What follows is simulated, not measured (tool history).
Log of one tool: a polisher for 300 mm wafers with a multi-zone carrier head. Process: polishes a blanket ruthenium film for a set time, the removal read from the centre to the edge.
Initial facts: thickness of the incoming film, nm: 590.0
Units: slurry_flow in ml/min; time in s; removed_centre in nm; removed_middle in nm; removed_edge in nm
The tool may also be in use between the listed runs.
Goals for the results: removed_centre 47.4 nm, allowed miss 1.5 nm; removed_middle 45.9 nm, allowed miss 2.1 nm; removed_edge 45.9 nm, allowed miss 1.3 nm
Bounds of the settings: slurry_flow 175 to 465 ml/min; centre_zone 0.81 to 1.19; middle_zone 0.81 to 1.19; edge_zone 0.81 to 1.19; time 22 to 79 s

| run | hour | slurry_flow | centre_zone | middle_zone | edge_zone | time | removed_centre | removed_middle | removed_edge |
|---|---|---|---|---|---|---|---|---|---|
| 1 | 0 | 295 | 1 | 1 | 1 | 50 | 62.186 | 61.508 | 63.911 |
| 2 | 3.8 | 295 | 1 | 1.03 | 1 | 50 | 62.121 | 63.558 | 64.297 |
| 3 | 12.3 | 295 | 1 | 1.02 | 0.98 | 48 | 59.702 | 61.583 | 61.534 |
| 4 | 18.1 | 340 | 1 | 1.02 | 0.98 | 48 | 60.486 | 60.419 | 61.019 |
| 5 | 23.6 | 345 | 1 | 1.01 | 0.96 | 46 | 59.003 | 59.259 | 58.459 |
| 6 | 28.6 | 350 | 0.99 | 0.99 | 0.95 | 44 | 55.24 | 55.955 | 55.249 |
| 7 | 30.4 | 355 | 0.99 | 0.97 | 0.94 | 43 | 53.729 | 54.709 | 54.232 |
| 8 | 33.2 | 360 | 1 | 0.96 | 0.93 | 42 | 53.964 | 51.378 | 52.307 |

Which single option among these 4 for the next run brings every result within its allowed miss of target? Just one does.
| A | 36 | 365 | 1.01 | 1.04 | 0.86 | 38 | ? | ? | ? |
| B | 36 | 385 | 1.07 | 1.03 | 1.01 | 35 | ? | ? | ? |
| C | 36 | 360 | 0.99 | 0.96 | 0.92 | 45 | ? | ? | ? |
| D | 36 | 305 | 0.9 | 0.83 | 1.11 | 43 | ? | ? | ? |

| move | removed_centre | removed_middle | removed_edge |
|---|---|---|---|
| A | 48.628 | 50.573 | 45.569 |
| B | 47.536 | 46.328 | 45.364 |
| C | 56.395 | 55.929 | 55.672 |
| D | 48.518 | 46.872 | 57.896 |
A: the furthest-off result lands on target, but another misses its tolerance
B: every result lands within tolerance
C: the biggest miss grows against the last run
D: the biggest miss grows against the last run
B meets every target.

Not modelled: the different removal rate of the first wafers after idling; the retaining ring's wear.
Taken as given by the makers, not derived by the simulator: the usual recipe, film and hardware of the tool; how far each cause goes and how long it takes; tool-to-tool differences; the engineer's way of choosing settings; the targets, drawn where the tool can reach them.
